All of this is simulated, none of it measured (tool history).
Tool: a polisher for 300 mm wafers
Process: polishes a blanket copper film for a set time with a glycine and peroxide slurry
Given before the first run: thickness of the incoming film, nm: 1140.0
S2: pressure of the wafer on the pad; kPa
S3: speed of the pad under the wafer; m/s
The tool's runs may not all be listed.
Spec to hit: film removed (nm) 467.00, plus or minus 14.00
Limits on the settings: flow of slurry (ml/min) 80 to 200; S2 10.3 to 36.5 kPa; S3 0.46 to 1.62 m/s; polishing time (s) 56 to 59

{"run": 1, "hour": 0.0, "flow of slurry (ml/min)": 130, "S2": 23.4, "S3": 1.04, "polishing time (s)": 56, "film removed (nm)": 327.84}
{"run": 2, "hour": 5.9, "flow of slurry (ml/min)": 160, "S2": 23.4, "S3": 1.04, "polishing time (s)": 56, "film removed (nm)": 341.18}
{"run": 3, "hour": 13.4, "flow of slurry (ml/min)": 140, "S2": 23.4, "S3": 1.04, "polishing time (s)": 56, "film removed (nm)": 332.02}
{"run": 4, "hour": 19.9, "flow of slurry (ml/min)": 145, "S2": 24.1, "S3": 1.04, "polishing time (s)": 56, "film removed (nm)": 344.63}
{"run": 5, "hour": 21.7, "flow of slurry (ml/min)": 145, "S2": 24.1, "S3": 1.24, "polishing time (s)": 56, "film removed (nm)": 394.54}
{"run": 6, "hour": 29.6, "flow of slurry (ml/min)": 145, "S2": 24.8, "S3": 1.24, "polishing time (s)": 56, "film removed (nm)": 406.33}
{"run": 7, "hour": 30.4, "flow of slurry (ml/min)": 145, "S2": 25.5, "S3": 1.24, "polishing time (s)": 56, "film removed (nm)": 421.37}
{"run": 8, "hour": 32.2, "flow of slurry (ml/min)": 155, "S2": 26.9, "S3": 1.24, "polishing time (s)": 56, "film removed (nm)": 435.78}

Consider the 5 candidate settings below. Which is the only one whose results all fall within their allowed miss of target?
{"run": "A", "hour": 34.0, "flow of slurry (ml/min)": 125, "S2": 23.4, "S3": 1.46, "polishing time (s)": 59, "film removed (nm)": "?"}
{"run": "B", "hour": 34.0, "flow of slurry (ml/min)": 160, "S2": 23.4, "S3": 1.26, "polishing time (s)": 57, "film removed (nm)": "?"}
{"run": "C", "hour": 34.0, "flow of slurry (ml/min)": 155, "S2": 33.8, "S3": 1.14, "polishing time (s)": 58, "film removed (nm)": "?"}
{"run": "D", "hour": 34.0, "flow of slurry (ml/min)": 185, "S2": 26.2, "S3": 1.4, "polishing time (s)": 59, "film removed (nm)": "?"}
{"run": "E", "hour": 34.0, "flow of slurry (ml/min)": 175, "S2": 30.3, "S3": 1.2, "polishing time (s)": 59, "film removed (nm)": "?"}

move=A film_removed_(nm)=467.09
move=B film_removed_(nm)=409.31
move=C film_removed_(nm)=507.73
move=D film_removed_(nm)=516.87
move=E film_removed_(nm)=503.02
A: all results in spec
B: moves away from the targets compared with the last run
C: takes the biggest miss from the last run beyond its target
D: takes the biggest miss from the last run beyond its target
E: takes the biggest miss from the last run beyond its target
The right move is A.
